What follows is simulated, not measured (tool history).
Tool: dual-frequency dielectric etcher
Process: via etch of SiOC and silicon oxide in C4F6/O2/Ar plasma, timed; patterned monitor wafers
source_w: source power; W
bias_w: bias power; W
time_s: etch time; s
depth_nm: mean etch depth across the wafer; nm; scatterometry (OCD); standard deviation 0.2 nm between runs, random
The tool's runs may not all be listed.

run,hour,source_w,bias_w,time_s,depth_nm
1,0,410,203,59.5,75.302
2,7.2,380,184,59,69.661
3,13.2,380,184,59.5,69.791
4,17.9,380,149,59.5,66.391
5,20.1,380,149,59.5,66.342
6,23,350,146,59.5,62.512
7,29.6,340,146,59.5,61.881
8,33.8,330,146,59.5,60.807
9,37.4,320,146,59.5,59.457

What will run 10 give?
10,39.7,310,146,59.5,?

depth_nm: 58.029 nm

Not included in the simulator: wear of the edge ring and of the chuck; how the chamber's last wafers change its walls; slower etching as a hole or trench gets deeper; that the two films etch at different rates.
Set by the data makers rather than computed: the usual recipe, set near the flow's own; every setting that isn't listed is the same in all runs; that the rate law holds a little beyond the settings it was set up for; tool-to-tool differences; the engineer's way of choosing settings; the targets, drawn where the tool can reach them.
